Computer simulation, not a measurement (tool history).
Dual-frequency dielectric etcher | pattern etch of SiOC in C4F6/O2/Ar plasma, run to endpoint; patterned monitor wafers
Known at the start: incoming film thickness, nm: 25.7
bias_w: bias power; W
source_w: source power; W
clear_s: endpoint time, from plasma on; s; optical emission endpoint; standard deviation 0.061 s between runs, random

{"run": 1, "hour": 0.0, "bias_w": 452, "source_w": 250, "clear_s": 12.065}
{"run": 2, "hour": 3.0, "bias_w": 421, "source_w": 240, "clear_s": 12.531}
{"run": 3, "hour": 12.0, "bias_w": 474, "source_w": 240, "clear_s": 11.97}
{"run": 4, "hour": 19.7, "bias_w": 543, "source_w": 240, "clear_s": 11.433}
{"run": 5, "hour": 26.3, "bias_w": 498, "source_w": 230, "clear_s": 11.906}
{"run": 6, "hour": 32.1, "bias_w": 455, "source_w": 230, "clear_s": 12.343}

Run 7 is up next; what results do you expect?
{"run": 7, "hour": 33.3, "bias_w": 425, "source_w": 230, "clear_s": "?"}

Run 7 yielded clear_s 12.591 s.
